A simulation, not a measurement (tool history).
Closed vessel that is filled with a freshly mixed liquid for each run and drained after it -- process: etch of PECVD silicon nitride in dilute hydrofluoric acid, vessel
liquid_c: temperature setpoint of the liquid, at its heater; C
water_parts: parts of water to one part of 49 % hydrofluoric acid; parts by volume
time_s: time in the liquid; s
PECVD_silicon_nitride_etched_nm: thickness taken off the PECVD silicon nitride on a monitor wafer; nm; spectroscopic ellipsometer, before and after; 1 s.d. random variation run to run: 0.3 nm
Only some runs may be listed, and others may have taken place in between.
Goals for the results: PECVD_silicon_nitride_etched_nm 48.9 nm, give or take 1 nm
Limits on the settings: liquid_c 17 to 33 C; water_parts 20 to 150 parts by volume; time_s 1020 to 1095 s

run  hour  liquid_c  water_parts  time_s  PECVD_silicon_nitride_etched_nm
  1     0        25           85    1020                           62.462
  2   7.3      24.5           85    1020                           61.088
  3  14.3        22           85    1020                           51.184
  4  22.8        22           75    1020                           58.293
  5  31.4      21.5           75    1020                           56.053
  6  37.6      24.5           75    1020                           68.536
  7  42.4      23.5           75    1020                           63.911
  8  44.4        23           75    1020                           61.374
  9  52.5        19           75    1020                           47.156

Which one of the following 4 next-run settings gets every result inside its allowed miss? There is exactly one.
  A  60.6      18.5           85    1095                                ?
  B  60.6      18.5           70    1030                                ?
  C  60.6        20           85    1040                                ?
  D  60.6        18           75    1055                                ?

move  PECVD_silicon_nitride_etched_nm
   A                           43.203
   B                           49.085
   C                           45.511
   D                           45.399
A: further off than the last run
B: in spec on every target
C: further off than the last run
D: further off than the last run
Move B is the one to make.

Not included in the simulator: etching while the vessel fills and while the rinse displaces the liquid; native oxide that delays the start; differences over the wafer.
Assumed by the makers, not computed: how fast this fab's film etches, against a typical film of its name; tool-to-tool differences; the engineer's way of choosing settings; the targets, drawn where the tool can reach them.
